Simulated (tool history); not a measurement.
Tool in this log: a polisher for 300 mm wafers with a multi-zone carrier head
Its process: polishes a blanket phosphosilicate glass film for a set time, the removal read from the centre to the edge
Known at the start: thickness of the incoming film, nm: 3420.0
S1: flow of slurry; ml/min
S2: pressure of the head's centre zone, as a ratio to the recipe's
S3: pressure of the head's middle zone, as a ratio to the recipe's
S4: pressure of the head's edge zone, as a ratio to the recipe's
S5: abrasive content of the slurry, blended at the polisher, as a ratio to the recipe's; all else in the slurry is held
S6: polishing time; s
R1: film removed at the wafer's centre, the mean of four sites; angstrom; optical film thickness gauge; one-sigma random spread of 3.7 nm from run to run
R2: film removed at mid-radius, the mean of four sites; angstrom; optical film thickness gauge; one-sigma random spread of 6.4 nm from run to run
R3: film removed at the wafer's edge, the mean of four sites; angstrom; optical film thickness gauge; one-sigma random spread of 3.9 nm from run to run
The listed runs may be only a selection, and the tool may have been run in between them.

run  hour   S1    S2    S3    S4    S5  S6      R1      R2      R3
  1     0  275     1     1     1     1  47  4572.2  4683.9  4680.1
  2   5.7  275  0.93     1     1     1  47  4295.9    4731  4731.6
  3   7.6  275  0.86     1     1     1  47    3928  4673.6  4695.6
  4  15.3  275  0.86     1     1   1.2  47  4174.2  4989.8    4980
  5  20.4  295  0.91  1.05  1.03   1.3  48  4663.5  5563.7  5376.4
  6  28.7  295  0.87  1.05  1.03   1.3  48  4501.8  5386.1  5235.7
  7  32.6  275  0.91  1.08  1.03  1.35  50  4923.7  5841.5  5636.1
  8  36.3  275  0.91  1.08  1.03  1.35  50  4876.1  5953.5  5575.9
  9  44.7  350  1.01  1.18  1.13   1.5  50    5767    6703  6098.6

Run 10 comes next. What will it give?
 10  45.9  355  1.01  1.18  1.12  1.5  51   ?   ?   ?

R1: 5864.5 angstrom
R2: 6824.6 angstrom
R3: 6213.5 angstrom
